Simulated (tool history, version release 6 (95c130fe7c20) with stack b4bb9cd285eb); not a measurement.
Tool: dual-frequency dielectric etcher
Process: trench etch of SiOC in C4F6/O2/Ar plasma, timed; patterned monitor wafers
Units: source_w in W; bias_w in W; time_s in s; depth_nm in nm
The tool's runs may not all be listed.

Run 1, day 0.000: source_w 440 W, bias_w 249 W, time_s 10.5 s. Result: depth_nm 28.568 nm.
Run 2, day 0.342: source_w 500 W, bias_w 249 W, time_s 10.5 s. Result: depth_nm 30.267 nm.
Run 3, day 0.538: source_w 500 W, bias_w 249 W, time_s 10.5 s. Result: depth_nm 30.475 nm.
Run 4, day 0.671: source_w 580 W, bias_w 249 W, time_s 10.5 s. Result: depth_nm 32.756 nm.
Run 5, day 0.779: source_w 580 W, bias_w 206 W, time_s 10.5 s. Result: depth_nm 31.150 nm.
Run 6, day 1.004: source_w 580 W, bias_w 166 W, time_s 10.5 s. Result: depth_nm 29.506 nm.
Run 7, day 1.250: source_w 480 W, bias_w 161 W, time_s 10.5 s. Result: depth_nm 26.566 nm.
Run 8, day 1.400: source_w 410 W, bias_w 157 W, time_s 10.5 s. Result: depth_nm 24.333 nm.
Run 9, day 1.446: source_w 370 W, bias_w 155 W, time_s 10.5 s. Result: depth_nm 22.761 nm.

Run 10 comes next. What will it give?
Run 10, day 1.638: source_w 350 W, bias_w 153 W, time_s 10.5 s. Result: depth_nm ?.

Run 10 gave depth_nm 21.789 nm.
